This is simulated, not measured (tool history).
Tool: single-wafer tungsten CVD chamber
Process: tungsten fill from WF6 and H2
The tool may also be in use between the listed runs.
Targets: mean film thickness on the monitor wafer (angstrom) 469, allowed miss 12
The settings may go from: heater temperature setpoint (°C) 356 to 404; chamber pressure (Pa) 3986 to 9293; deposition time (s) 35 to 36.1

run	hour	heater temperature setpoint (°C)	chamber pressure (Pa)	deposition time (s)	mean film thickness on the monitor wafer (angstrom)
1	0	380	6639	35	829.99
2	4.3	377	6506	35	775.57
3	11.1	375	6373	35	735.67
4	12.5	375	5213	35	676.14
5	15	373	5200	35	641.13
6	21.6	378	5200	35	721.91
7	27.3	366	5026	35	530.81
8	31.5	365	5026	35	518.26
9	40.4	363	5013	35	494.4

Which of these 5 next moves meets every target?
A	49.3	365	3986	35	?
B	49.3	359	4546	36.1	?
C	49.3	360	4533	35.2	?
D	49.3	362	5853	35.6	?
E	49.3	357	5360	35	?

move	mean film thickness on the monitor wafer (angstrom)
A	469.82
B	442.04
C	441.46
D	526.11
E	438.25
A: meets every target
B: takes the result that was furthest off past its target
C: takes the result that was furthest off past its target
D: further off than the last run
E: takes the result that was furthest off past its target
The right move is A.
